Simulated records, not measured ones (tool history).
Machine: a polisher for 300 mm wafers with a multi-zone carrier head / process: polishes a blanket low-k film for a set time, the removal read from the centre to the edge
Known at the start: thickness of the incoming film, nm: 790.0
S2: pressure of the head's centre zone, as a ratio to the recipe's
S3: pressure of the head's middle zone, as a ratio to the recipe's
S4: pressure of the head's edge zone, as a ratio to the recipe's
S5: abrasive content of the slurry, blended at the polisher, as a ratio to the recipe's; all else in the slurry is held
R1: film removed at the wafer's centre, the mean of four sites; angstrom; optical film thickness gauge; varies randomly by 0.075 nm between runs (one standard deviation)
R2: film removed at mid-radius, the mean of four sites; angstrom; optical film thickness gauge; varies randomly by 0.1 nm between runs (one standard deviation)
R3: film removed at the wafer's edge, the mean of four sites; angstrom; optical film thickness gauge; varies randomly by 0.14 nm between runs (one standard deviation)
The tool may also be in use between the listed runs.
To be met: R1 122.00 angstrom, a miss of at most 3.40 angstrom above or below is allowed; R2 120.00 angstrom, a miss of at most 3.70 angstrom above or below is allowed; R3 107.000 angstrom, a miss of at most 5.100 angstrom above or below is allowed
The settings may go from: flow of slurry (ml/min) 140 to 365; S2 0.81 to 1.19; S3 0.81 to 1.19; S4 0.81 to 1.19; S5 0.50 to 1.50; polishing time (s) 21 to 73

{"run": 1, "hour": 0.0, "flow of slurry (ml/min)": 235, "S2": 1.0, "S3": 1.0, "S4": 1.0, "S5": 1.0, "polishing time (s)": 47, "R1": 132.14, "R2": 133.77, "R3": 140.35}
{"run": 2, "hour": 4.2, "flow of slurry (ml/min)": 235, "S2": 1.01, "S3": 1.01, "S4": 0.97, "S5": 0.95, "polishing time (s)": 47, "R1": 130.26, "R2": 130.52, "R3": 130.04}
{"run": 3, "hour": 11.3, "flow of slurry (ml/min)": 235, "S2": 1.01, "S3": 0.94, "S4": 0.97, "S5": 0.95, "polishing time (s)": 47, "R1": 129.83, "R2": 121.21, "R3": 135.44}
{"run": 4, "hour": 19.3, "flow of slurry (ml/min)": 280, "S2": 1.01, "S3": 0.94, "S4": 0.97, "S5": 0.95, "polishing time (s)": 47, "R1": 133.69, "R2": 124.97, "R3": 133.8}
{"run": 5, "hour": 25.0, "flow of slurry (ml/min)": 280, "S2": 1.01, "S3": 1.02, "S4": 0.97, "S5": 0.95, "polishing time (s)": 47, "R1": 132.84, "R2": 134.93, "R3": 137.61}
{"run": 6, "hour": 30.2, "flow of slurry (ml/min)": 280, "S2": 1.01, "S3": 1.02, "S4": 0.97, "S5": 0.95, "polishing time (s)": 36, "R1": 101.26, "R2": 103.37, "R3": 102.21}
{"run": 7, "hour": 35.0, "flow of slurry (ml/min)": 285, "S2": 1.03, "S3": 1.04, "S4": 0.97, "S5": 0.95, "polishing time (s)": 36, "R1": 105.76, "R2": 105.46, "R3": 104.64}
{"run": 8, "hour": 43.4, "flow of slurry (ml/min)": 290, "S2": 1.04, "S3": 1.06, "S4": 0.96, "S5": 0.95, "polishing time (s)": 36, "R1": 105.32, "R2": 106.06, "R3": 103.01}
{"run": 9, "hour": 50.0, "flow of slurry (ml/min)": 295, "S2": 1.06, "S3": 1.08, "S4": 0.96, "S5": 0.95, "polishing time (s)": 36, "R1": 107.83, "R2": 108.33, "R3": 102.96}
{"hour": 53.3, "done": "edge zone pressure recalibrated"}
{"run": 10, "hour": 53.3, "flow of slurry (ml/min)": 300, "S2": 1.08, "S3": 1.1, "S4": 0.96, "S5": 0.95, "polishing time (s)": 36, "R1": 108.73, "R2": 108.35, "R3": 100.65}
{"run": 11, "hour": 57.5, "flow of slurry (ml/min)": 305, "S2": 1.09, "S3": 1.11, "S4": 0.97, "S5": 0.95, "polishing time (s)": 36, "R1": 110.69, "R2": 111.83, "R3": 99.697}
{"run": 12, "hour": 61.4, "flow of slurry (ml/min)": 305, "S2": 1.09, "S3": 1.11, "S4": 0.98, "S5": 0.95, "polishing time (s)": 36, "R1": 110.29, "R2": 110.85, "R3": 102.87}
{"run": 13, "hour": 65.3, "flow of slurry (ml/min)": 310, "S2": 1.1, "S3": 1.12, "S4": 0.98, "S5": 0.95, "polishing time (s)": 36, "R1": 112.33, "R2": 112.9, "R3": 101.88}

Consider the 5 candidate settings below. Which is the only one whose results all fall within their allowed miss of target?
{"run": "A", "hour": 69.2, "flow of slurry (ml/min)": 330, "S2": 1.14, "S3": 1.06, "S4": 0.99, "S5": 1.0, "polishing time (s)": 37, "R1": "?", "R2": "?", "R3": "?"}
{"run": "B", "hour": 69.2, "flow of slurry (ml/min)": 275, "S2": 1.18, "S3": 1.19, "S4": 1.06, "S5": 0.9, "polishing time (s)": 38, "R1": "?", "R2": "?", "R3": "?"}
{"run": "C", "hour": 69.2, "flow of slurry (ml/min)": 285, "S2": 1.15, "S3": 1.03, "S4": 0.99, "S5": 0.95, "polishing time (s)": 38, "R1": "?", "R2": "?", "R3": "?"}
{"run": "D", "hour": 69.2, "flow of slurry (ml/min)": 285, "S2": 1.07, "S3": 1.01, "S4": 0.94, "S5": 0.95, "polishing time (s)": 39, "R1": "?", "R2": "?", "R3": "?"}
{"run": "E", "hour": 69.2, "flow of slurry (ml/min)": 300, "S2": 1.07, "S3": 1.16, "S4": 1.01, "S5": 1.0, "polishing time (s)": 36, "R1": "?", "R2": "?", "R3": "?"}

move=A R1=122.91 R2=114.21 R3=110.080
move=B R1=120.87 R2=120.27 R3=108.340
move=C R1=121.96 R2=109.88 R3=108.930
move=D R1=117.21 R2=110.97 R3=109.470
move=E R1=111.89 R2=119.03 R3=107.140
A: meets the target for the result that was furthest off, but another lies outside its allowed miss
B: all results in spec
C: meets the target for the result that was furthest off, but another lies outside its allowed miss
D: closes in on the targets versus the last run, not all within tolerance yet
E: neither nearer nor further off than the last run
So the answer is move B, the one that meets all the targets.

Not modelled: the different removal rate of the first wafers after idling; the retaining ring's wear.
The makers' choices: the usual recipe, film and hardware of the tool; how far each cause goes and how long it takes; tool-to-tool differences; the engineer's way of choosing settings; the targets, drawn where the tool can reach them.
